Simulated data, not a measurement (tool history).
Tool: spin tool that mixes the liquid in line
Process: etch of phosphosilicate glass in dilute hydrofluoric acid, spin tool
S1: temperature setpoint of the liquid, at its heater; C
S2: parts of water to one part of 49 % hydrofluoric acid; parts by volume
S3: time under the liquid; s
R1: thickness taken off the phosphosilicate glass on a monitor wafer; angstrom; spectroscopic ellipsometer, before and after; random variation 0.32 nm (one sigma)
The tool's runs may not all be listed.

run    day    S1  S2  S3      R1
  1  0.000  24.0  95  15  205.60
  2  0.329  26.0  85  15  258.71
  3  0.392  26.0  70  15  315.31
  4  0.483  26.0  70  15  314.55
  5  0.525  26.0  95  15  222.68
     0.821  -- thermometer replaced
  6  0.821  27.5  85  15  257.59

Run 7 comes next. What will it give?
  7  0.896  28.5  75  15   ?

{"run 7": {"R1": 309.04}}

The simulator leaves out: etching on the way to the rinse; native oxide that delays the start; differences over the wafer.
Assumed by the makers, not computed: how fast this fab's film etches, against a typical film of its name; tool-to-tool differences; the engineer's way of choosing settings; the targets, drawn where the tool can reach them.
